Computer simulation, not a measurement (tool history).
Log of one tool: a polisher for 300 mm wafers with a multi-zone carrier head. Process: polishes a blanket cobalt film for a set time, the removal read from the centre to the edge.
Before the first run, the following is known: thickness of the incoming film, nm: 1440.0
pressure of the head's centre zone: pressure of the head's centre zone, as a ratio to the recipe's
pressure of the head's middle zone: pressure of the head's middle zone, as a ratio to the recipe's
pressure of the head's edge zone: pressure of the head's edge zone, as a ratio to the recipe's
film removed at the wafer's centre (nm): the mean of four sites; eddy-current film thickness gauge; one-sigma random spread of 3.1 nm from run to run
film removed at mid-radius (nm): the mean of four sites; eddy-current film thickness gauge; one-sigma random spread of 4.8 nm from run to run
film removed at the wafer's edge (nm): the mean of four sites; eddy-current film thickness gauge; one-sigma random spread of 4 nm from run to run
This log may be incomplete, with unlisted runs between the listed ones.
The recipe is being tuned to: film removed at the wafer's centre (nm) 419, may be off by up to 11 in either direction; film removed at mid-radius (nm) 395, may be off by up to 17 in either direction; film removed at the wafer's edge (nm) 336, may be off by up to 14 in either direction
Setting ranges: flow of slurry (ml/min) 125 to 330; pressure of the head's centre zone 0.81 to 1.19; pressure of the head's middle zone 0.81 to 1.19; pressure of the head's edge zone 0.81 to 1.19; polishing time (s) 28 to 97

run	hour	flow of slurry (ml/min)	pressure of the head's centre zone	pressure of the head's middle zone	pressure of the head's edge zone	polishing time (s)	film removed at the wafer's centre (nm)	film removed at mid-radius (nm)	film removed at the wafer's edge (nm)
1	0	210	1	1	1	62	287.26	271.45	264.67
2	8.8	215	1.02	1.02	1.01	63	301.08	286.65	273.63
3	17.5	215	1.02	0.94	1.01	63	300.19	264.02	277.27
4	23.2	225	1.04	0.97	1.02	64	312.43	275.18	282.03
5	31.9	225	1.04	0.97	1.02	51	246.76	219.93	230.72
6	33.3	225	0.98	0.97	1.02	51	232.7	217.22	228.39
7	35.7	230	1	0.99	1.03	54	254.57	236.72	243.01
8	37.2	235	1.02	1.01	1.04	56	267.48	249.35	249.06
9	39.6	235	1.03	1.03	1.05	58	279.04	264.29	257.67
10	41.1	240	1.05	1.04	1.06	60	301.17	277.43	269.5
11	41.8	295	1.13	1.14	1.08	73	394.46	372.76	336.31
12	47.3	295	1.14	1.15	1.08	73	402.92	371.03	339.56
13	50	295	1.14	1.15	1.07	73	395.46	378.47	338.26
14	58.7	295	1.15	1.15	1.06	73	400.19	380.46	343.8
15	65.7	300	1.15	1.15	1.06	73	403.92	371.03	339.19

Of the 5 settings listed for the next run, only one would bring every result within its allowed miss of target. Which one?
A	72.7	330	1.19	1.19	0.81	72	?	?	?
B	72.7	305	1.09	1.04	1.09	75	?	?	?
C	72.7	295	1.19	1.19	0.88	73	?	?	?
D	72.7	325	1.18	1.18	1.02	74	?	?	?
E	72.7	285	1.19	1.19	0.84	73	?	?	?

move	film removed at the wafer's centre (nm)	film removed at mid-radius (nm)	film removed at the wafer's edge (nm)
A	416.24	390.94	302.7
B	397.04	360.14	357.23
C	417.07	392.1	314.89
D	423.88	398.23	342.82
E	415.43	390.73	308.05
A: gets the furthest-off result to its target, but another result is out of tolerance
B: lands further from the targets than the last run did
C: gets the furthest-off result to its target, but another result is out of tolerance
D: in spec on every target
E: gets the furthest-off result to its target, but another result is out of tolerance
Go with D: it meets all targets.
